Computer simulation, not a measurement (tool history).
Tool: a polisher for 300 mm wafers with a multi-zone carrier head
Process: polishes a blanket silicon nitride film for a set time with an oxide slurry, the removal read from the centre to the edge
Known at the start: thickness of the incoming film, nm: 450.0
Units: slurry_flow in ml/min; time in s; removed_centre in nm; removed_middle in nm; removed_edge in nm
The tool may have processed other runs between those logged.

run 1 hour=0 | slurry_flow=250 centre_zone=1 middle_zone=1 edge_zone=1 slurry_solids=1 time=62 | removed_centre=45.995 removed_middle=46.998 removed_edge=46.862
run 2 hour=3 | slurry_flow=260 centre_zone=1.01 middle_zone=1.04 edge_zone=1 slurry_solids=1.05 time=62 | removed_centre=46.58 removed_middle=49.579 removed_edge=47.141
run 3 hour=11.4 | slurry_flow=260 centre_zone=0.93 middle_zone=1.04 edge_zone=1 slurry_solids=1.05 time=62 | removed_centre=42.823 removed_middle=49.693 removed_edge=47.131
run 4 hour=13 | slurry_flow=265 centre_zone=0.96 middle_zone=1.06 edge_zone=1 slurry_solids=1.1 time=62 | removed_centre=45.199 removed_middle=52.014 removed_edge=47.424
run 5 hour=19.9 | slurry_flow=270 centre_zone=0.97 middle_zone=1.07 edge_zone=1.01 slurry_solids=1.15 time=62 | removed_centre=47.887 removed_middle=52.257 removed_edge=49.864
run 6 hour=28.3 | slurry_flow=270 centre_zone=0.97 middle_zone=1.07 edge_zone=0.97 slurry_solids=1.15 time=62 | removed_centre=48.002 removed_middle=52.932 removed_edge=49.088

For run 7, what comes out?
run 7 hour=30.3 | slurry_flow=275 centre_zone=0.97 middle_zone=1.09 edge_zone=0.97 slurry_solids=1.15 time=62 | removed_centre=? removed_middle=? removed_edge=?

Run 7 yielded removed_centre 46.804 nm, removed_middle 52.95 nm, removed_edge 49.055 nm.

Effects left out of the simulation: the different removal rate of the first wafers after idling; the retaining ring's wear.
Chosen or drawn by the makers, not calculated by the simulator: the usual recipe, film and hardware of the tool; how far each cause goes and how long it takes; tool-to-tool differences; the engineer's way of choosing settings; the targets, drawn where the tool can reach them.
